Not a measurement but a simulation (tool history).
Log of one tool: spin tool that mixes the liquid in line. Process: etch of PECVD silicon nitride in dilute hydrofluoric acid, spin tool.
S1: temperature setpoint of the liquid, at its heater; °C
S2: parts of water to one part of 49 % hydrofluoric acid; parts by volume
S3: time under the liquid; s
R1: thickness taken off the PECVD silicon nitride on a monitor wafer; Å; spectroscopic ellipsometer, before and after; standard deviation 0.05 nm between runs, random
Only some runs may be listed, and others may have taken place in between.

run 1 hour=0.0 | S1=24.0 S2=55 S3=95 | R1=52.396
run 2 hour=1.0 | S1=24.5 S2=55 S3=95 | R1=54.399
run 3 hour=7.1 | S1=21.5 S2=55 S3=95 | R1=45.214
run 4 hour=10.5 | S1=20.5 S2=55 S3=95 | R1=42.029
run 5 hour=15.4 | S1=20.5 S2=55 S3=75 | R1=33.466
run 6 hour=17.7 | S1=22.0 S2=55 S3=75 | R1=36.364
run 7 hour=24.0 | S1=23.5 S2=55 S3=75 | R1=40.084
run 8 hour=27.9 | S1=27.5 S2=55 S3=75 | R1=52.420
run 9 hour=30.9 | S1=28.0 S2=55 S3=75 | R1=55.008
run 10 hour=35.7 | S1=28.5 S2=55 S3=75 | R1=56.846
run 11 hour=43.9 | S1=29.0 S2=55 S3=75 | R1=57.489
-- hour=49.0 thermometer replaced
run 12 hour=49.0 | S1=29.5 S2=55 S3=75 | R1=54.501

Estimate the outcome of run 13 from the log above:
run 13 hour=51.2 | S1=30.0 S2=55 S3=75 | R1=?

R1: 55.987 Å

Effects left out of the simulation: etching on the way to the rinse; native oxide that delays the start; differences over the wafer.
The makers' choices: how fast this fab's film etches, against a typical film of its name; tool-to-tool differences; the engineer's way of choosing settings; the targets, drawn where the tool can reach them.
